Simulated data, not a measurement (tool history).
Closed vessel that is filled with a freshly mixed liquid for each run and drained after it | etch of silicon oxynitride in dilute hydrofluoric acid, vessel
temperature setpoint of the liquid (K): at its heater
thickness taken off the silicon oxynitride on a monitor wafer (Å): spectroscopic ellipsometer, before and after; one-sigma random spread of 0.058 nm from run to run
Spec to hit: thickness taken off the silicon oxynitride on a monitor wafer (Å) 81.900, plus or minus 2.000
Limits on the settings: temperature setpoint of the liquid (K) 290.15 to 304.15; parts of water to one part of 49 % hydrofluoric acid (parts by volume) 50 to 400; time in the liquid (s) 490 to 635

run  hour  temperature setpoint of the liquid (K)  parts of water to one part of 49 % hydrofluoric acid (parts by volume)  time in the liquid (s)  thickness taken off the silicon oxynitride on a monitor wafer (Å)
  1   0.0                                  296.15                                                                     225                     635                                                             95.465
  2   3.8                                  295.15                                                                     225                     635                                                             93.078
  3  10.5                                  295.15                                                                     305                     635                                                             64.941
  4  18.8                                  295.15                                                                     305                     490                                                             50.018
  5  21.4                                  297.15                                                                     300                     490                                                             55.662
  6  28.2                                  298.65                                                                     285                     490                                                             63.934
  7  37.1                                  302.65                                                                     280                     490                                                             76.128
  8  42.8                                  303.15                                                                     280                     490                                                             78.562
  9  48.7                                  303.65                                                                     280                     490                                                             79.182

Of the 5 settings listed for the next run, only one would bring every result within its allowed miss of target. Which one?
  A  54.6                                  303.65                                                                     290                     530                                                                  ?
  B  54.6                                  302.15                                                                     265                     540                                                                  ?
  C  54.6                                  302.15                                                                     285                     580                                                                  ?
  D  54.6                                  304.15                                                                     270                     515                                                                  ?
  E  54.6                                  300.65                                                                     285                     620                                                                  ?

move  thickness taken off the silicon oxynitride on a monitor wafer (Å)
   A                                                             82.251
   B                                                             88.139
   C                                                             86.617
   D                                                             89.045
   E                                                             87.112
A: hits every target within its allowed miss
B: takes the biggest miss from the last run beyond its target
C: takes the biggest miss from the last run beyond its target
D: takes the biggest miss from the last run beyond its target
E: takes the biggest miss from the last run beyond its target
A meets every target.
